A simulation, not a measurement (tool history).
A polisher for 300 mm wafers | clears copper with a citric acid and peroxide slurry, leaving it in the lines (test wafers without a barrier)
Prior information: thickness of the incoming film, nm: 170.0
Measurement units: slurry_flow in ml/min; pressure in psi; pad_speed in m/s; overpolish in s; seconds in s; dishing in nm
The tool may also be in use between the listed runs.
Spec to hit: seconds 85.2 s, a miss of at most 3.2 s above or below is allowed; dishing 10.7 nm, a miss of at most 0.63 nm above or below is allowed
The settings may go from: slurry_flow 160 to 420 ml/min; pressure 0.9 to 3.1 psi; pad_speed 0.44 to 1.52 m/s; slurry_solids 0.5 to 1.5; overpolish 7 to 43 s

run  hour  slurry_flow  pressure  pad_speed  slurry_solids  overpolish  seconds  dishing
  1     0          270         2       0.98              1          22   103.74   25.586
  2     5          270       1.9       1.04              1          17   104.33   20.494
  3  10.9          265       1.8       1.12           0.95          14   103.65    17.32
  4  15.5          335       1.8       1.12           0.95          14   100.77   17.238
  5  17.1          360       1.7       1.24            0.8          12   100.22   14.898
  6  23.3          380       1.7       1.32            0.7          10   99.412       13
  7  27.3          390       1.7       1.38           0.65           9   97.695   12.267
  8  28.8          400       1.7       1.42            0.6           8   96.604    10.59

Next run, 4 choices. One meets every target within its allowed miss, the rest don't. Which?
  A  30.3          420       2.1       1.52            0.5           7        ?        ?
  B  30.3          395       1.7       1.32           0.55           9        ?        ?
  C  30.3          385       1.5        1.3           0.55          10        ?        ?
  D  30.3          415       1.9       1.52            0.5           7        ?        ?

move  seconds  dishing
   A   77.452   11.488
   B   105.91    10.79
   C   121.47   10.443
   D   85.463   10.438
A: moves the result that the last run missed by most past its target, out the other side
B: moves away from the targets compared with the last run
C: moves away from the targets compared with the last run
D: each result inside its tolerance
Answer: D

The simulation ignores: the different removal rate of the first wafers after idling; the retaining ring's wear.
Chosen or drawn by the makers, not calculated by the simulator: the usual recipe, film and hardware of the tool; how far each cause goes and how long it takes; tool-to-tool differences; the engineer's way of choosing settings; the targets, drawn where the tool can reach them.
